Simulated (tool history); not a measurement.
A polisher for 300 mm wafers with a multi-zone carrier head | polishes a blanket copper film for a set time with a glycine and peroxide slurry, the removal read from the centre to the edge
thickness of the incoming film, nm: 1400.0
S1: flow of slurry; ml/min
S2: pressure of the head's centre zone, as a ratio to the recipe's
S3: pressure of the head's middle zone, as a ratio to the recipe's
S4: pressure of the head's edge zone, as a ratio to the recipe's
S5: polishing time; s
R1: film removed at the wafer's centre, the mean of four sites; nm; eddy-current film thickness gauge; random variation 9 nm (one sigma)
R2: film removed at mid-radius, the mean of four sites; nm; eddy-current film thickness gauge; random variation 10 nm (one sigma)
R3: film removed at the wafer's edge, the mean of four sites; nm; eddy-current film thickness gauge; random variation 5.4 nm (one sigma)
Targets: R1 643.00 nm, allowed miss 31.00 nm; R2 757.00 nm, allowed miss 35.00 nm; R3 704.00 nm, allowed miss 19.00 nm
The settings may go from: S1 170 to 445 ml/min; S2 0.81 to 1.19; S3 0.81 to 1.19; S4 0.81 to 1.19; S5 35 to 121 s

| run | hour | S1 | S2 | S3 | S4 | S5 | R1 | R2 | R3 |
|---|---|---|---|---|---|---|---|---|---|
| 1 | 0.0 | 285 | 1.00 | 1.00 | 1.00 | 78 | 434.00 | 434.29 | 447.78 |
| 2 | 2.9 | 315 | 1.00 | 1.00 | 1.00 | 78 | 436.33 | 442.60 | 446.49 |
| 3 | 5.1 | 320 | 1.00 | 1.02 | 1.01 | 82 | 480.93 | 470.19 | 478.90 |
| 4 | 5.7 | 320 | 0.97 | 1.04 | 1.01 | 86 | 479.75 | 504.62 | 505.23 |
| 5 | 14.5 | 325 | 0.96 | 1.06 | 1.01 | 89 | 481.64 | 531.64 | 523.49 |
| 6 | 16.3 | 325 | 0.96 | 1.06 | 1.09 | 89 | 473.63 | 531.98 | 539.02 |
|  | 23.7 | worn pad replaced by a new one |
| 7 | 23.7 | 325 | 0.96 | 1.08 | 1.09 | 92 | 533.33 | 599.88 | 602.64 |
| 8 | 29.0 | 330 | 0.96 | 1.10 | 1.10 | 92 | 540.17 | 628.96 | 602.04 |
| 9 | 36.3 | 330 | 0.96 | 1.11 | 1.11 | 93 | 551.49 | 616.46 | 617.44 |
| 10 | 37.2 | 335 | 0.96 | 1.12 | 1.11 | 94 | 566.20 | 643.22 | 622.05 |

4 next moves are on the table. One of them brings every result within its allowed miss. Which?
| A | 38.1 | 310 | 0.95 | 1.14 | 1.05 | 109 | ? | ? | ? |
| B | 38.1 | 360 | 1.11 | 1.11 | 1.02 | 98 | ? | ? | ? |
| C | 38.1 | 315 | 0.97 | 1.19 | 0.94 | 103 | ? | ? | ? |
| D | 38.1 | 320 | 1.19 | 0.97 | 1.09 | 87 | ? | ? | ? |

| move | R1 | R2 | R3 |
|---|---|---|---|
| A | 643.74 | 754.62 | 702.23 |
| B | 684.49 | 669.27 | 627.50 |
| C | 622.19 | 740.86 | 629.25 |
| D | 645.46 | 525.46 | 573.31 |
A: meets every target
B: nearer than the last run, and not there yet
C: nearer than the last run, and not there yet
D: further off than the last run
The right move is A.
